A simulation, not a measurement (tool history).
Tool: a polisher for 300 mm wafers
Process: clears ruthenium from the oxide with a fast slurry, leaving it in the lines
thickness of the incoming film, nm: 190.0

| run | hour | flow of slurry (ml/min) | pressure of the wafer on the pad (kPa) | speed of the pad under the wafer (m/s) | abrasive content of the slurry | overpolish time after the end point (s) | time until the end point was called (s) | dishing of a wide line in a test structure (nm) |
|---|---|---|---|---|---|---|---|---|
| 1 | 0.0 | 180 | 16.5 | 0.76 | 1.00 | 10 | 82.737 | 20.890 |
| 2 | 4.3 | 150 | 16.5 | 0.76 | 1.00 | 10 | 85.032 | 19.387 |
| 3 | 5.9 | 170 | 16.5 | 0.76 | 1.00 | 10 | 84.318 | 20.413 |
| 4 | 14.4 | 170 | 16.5 | 0.76 | 1.00 | 6 | 82.957 | 12.787 |
| 5 | 18.1 | 175 | 18.6 | 0.76 | 1.00 | 7 | 76.500 | 16.019 |
| 6 | 26.2 | 175 | 18.6 | 0.76 | 1.15 | 7 | 70.656 | 17.182 |
| 7 | 32.9 | 180 | 20.0 | 0.76 | 1.15 | 7 | 65.398 | 17.975 |

The next listed run, before its measurement:
| 8 | 41.7 | 185 | 21.4 | 0.76 | 1.15 | 8 | ? | ? |

Run 8 gave time until the end point was called (s) 60.462, dishing of a wide line in a test structure (nm) 21.463.
